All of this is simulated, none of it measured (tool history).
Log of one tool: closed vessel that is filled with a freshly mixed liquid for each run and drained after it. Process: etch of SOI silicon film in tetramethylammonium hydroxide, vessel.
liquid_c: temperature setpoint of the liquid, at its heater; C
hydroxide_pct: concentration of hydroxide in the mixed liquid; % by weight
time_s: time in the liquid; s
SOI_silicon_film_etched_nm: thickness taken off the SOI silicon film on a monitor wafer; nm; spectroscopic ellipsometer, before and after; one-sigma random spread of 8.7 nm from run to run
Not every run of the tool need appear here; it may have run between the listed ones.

| run | hour | liquid_c | hydroxide_pct | time_s | SOI_silicon_film_etched_nm |
|---|---|---|---|---|---|
| 1 | 0.0 | 70.0 | 8 | 105 | 954.17 |
| 2 | 6.4 | 71.0 | 8 | 105 | 1017.60 |
| 3 | 8.3 | 72.0 | 8 | 105 | 1073.80 |
| 4 | 15.9 | 72.0 | 8 | 105 | 1065.30 |
| 5 | 20.2 | 66.5 | 8 | 105 | 767.80 |
| 6 | 27.3 | 61.5 | 8 | 105 | 573.05 |
| 7 | 33.0 | 65.5 | 8 | 105 | 740.07 |
| 8 | 39.3 | 68.0 | 8 | 105 | 848.98 |

What will run 9 give?
| 9 | 46.3 | 74.5 | 8 | 105 | ? |

SOI_silicon_film_etched_nm: 1247.90 nm
